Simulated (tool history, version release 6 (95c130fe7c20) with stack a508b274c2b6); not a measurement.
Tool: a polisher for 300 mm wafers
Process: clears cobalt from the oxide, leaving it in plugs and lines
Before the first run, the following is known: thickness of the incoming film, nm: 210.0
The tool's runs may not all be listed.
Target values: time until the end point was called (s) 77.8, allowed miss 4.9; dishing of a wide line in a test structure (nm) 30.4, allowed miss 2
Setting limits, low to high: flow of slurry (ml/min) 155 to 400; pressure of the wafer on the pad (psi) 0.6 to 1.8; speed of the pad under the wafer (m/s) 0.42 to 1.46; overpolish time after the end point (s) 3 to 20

| run | day | flow of slurry (ml/min) | pressure of the wafer on the pad (psi) | speed of the pad under the wafer (m/s) | overpolish time after the end point (s) | time until the end point was called (s) | dishing of a wide line in a test structure (nm) |
|---|---|---|---|---|---|---|---|
| 1 | 0 | 255 | 1.2 | 0.94 | 10 | 74.827 | 21.815 |
| 2 | 0.267 | 255 | 1.1 | 0.94 | 10 | 79.65 | 19.939 |
| 3 | 0.308 | 255 | 1.1 | 0.92 | 12 | 84.201 | 22.838 |
| 4 | 0.546 | 255 | 1.1 | 1.12 | 12 | 70.933 | 26.289 |
| 5 | 0.912 | 255 | 1.1 | 1.12 | 10 | 71.052 | 23.056 |
| 6 | 0.967 | 255 | 1.1 | 1.12 | 12 | 71.969 | 26.579 |
| 7 | 1.229 | 255 | 1.1 | 1.12 | 12 | 68.907 | 26.322 |
| 8 | 1.296 | 255 | 1.1 | 1.12 | 13 | 69.506 | 27.987 |
| 9 | 1.517 | 255 | 1.1 | 1.12 | 13 | 70.374 | 27.93 |
| 10 | 1.6 | 255 | 1.1 | 1.12 | 14 | 68.95 | 30.201 |
| 11 | 1.825 | 255 | 1.1 | 1.12 | 15 | 70.13 | 30.21 |
| 12 | 2.104 | 255 | 1.1 | 1.12 | 16 | 70.265 | 32 |

Of the 5 settings listed for the next run, only one would bring every result within its allowed miss of target. Which one?
| A | 2.383 | 270 | 1.2 | 0.96 | 19 | ? | ? |
| B | 2.383 | 225 | 1.3 | 0.98 | 14 | ? | ? |
| C | 2.383 | 270 | 1.3 | 1.14 | 15 | ? | ? |
| D | 2.383 | 250 | 1.2 | 1.18 | 13 | ? | ? |
| E | 2.383 | 210 | 1 | 1.16 | 16 | ? | ? |

| move | time until the end point was called (s) | dishing of a wide line in a test structure (nm) |
|---|---|---|
| A | 71.33 | 35.593 |
| B | 65.789 | 30.741 |
| C | 56.677 | 35.376 |
| D | 59.761 | 31.182 |
| E | 73.468 | 31.254 |
A: lands further from the targets than the last run did
B: lands further from the targets than the last run did
C: lands further from the targets than the last run did
D: lands further from the targets than the last run did
E: each result inside its tolerance
So the answer is move E, the one that meets all the targets.

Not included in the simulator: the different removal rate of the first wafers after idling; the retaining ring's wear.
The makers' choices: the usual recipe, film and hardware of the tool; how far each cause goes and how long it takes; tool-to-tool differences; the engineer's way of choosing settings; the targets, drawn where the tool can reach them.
